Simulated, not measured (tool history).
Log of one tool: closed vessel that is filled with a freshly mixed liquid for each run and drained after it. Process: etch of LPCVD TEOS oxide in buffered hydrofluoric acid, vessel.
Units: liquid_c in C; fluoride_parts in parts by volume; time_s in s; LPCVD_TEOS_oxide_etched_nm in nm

Run 1, day 0: liquid_c 21 C, fluoride_parts 21 parts by volume, time_s 90 s. Result: LPCVD_TEOS_oxide_etched_nm 100.37 nm.
Run 2, day 0.071: liquid_c 21 C, fluoride_parts 18 parts by volume, time_s 90 s. Result: LPCVD_TEOS_oxide_etched_nm 115.07 nm.
Run 3, day 0.208: liquid_c 21 C, fluoride_parts 18 parts by volume, time_s 90 s. Result: LPCVD_TEOS_oxide_etched_nm 113.67 nm.
Run 4, day 0.288: liquid_c 21 C, fluoride_parts 18 parts by volume, time_s 90 s. Result: LPCVD_TEOS_oxide_etched_nm 115.25 nm.
Run 5, day 0.404: liquid_c 22.5 C, fluoride_parts 17.5 parts by volume, time_s 90 s. Result: LPCVD_TEOS_oxide_etched_nm 127.51 nm.
Run 6, day 0.671: liquid_c 22.5 C, fluoride_parts 17.5 parts by volume, time_s 90 s. Result: LPCVD_TEOS_oxide_etched_nm 128.45 nm.
Run 7, day 0.925: liquid_c 24 C, fluoride_parts 17 parts by volume, time_s 90 s. Result: LPCVD_TEOS_oxide_etched_nm 142.18 nm.
Run 8, day 1.075: liquid_c 24 C, fluoride_parts 17 parts by volume, time_s 90 s. Result: LPCVD_TEOS_oxide_etched_nm 144.59 nm.
Run 9, day 1.367: liquid_c 25 C, fluoride_parts 17 parts by volume, time_s 90 s. Result: LPCVD_TEOS_oxide_etched_nm 152.78 nm.

The next listed run, before its measurement:
Run 10, day 1.708: liquid_c 26 C, fluoride_parts 17 parts by volume, time_s 90 s. Result: LPCVD_TEOS_oxide_etched_nm ?.

Run 10 gave LPCVD_TEOS_oxide_etched_nm 159.36 nm.

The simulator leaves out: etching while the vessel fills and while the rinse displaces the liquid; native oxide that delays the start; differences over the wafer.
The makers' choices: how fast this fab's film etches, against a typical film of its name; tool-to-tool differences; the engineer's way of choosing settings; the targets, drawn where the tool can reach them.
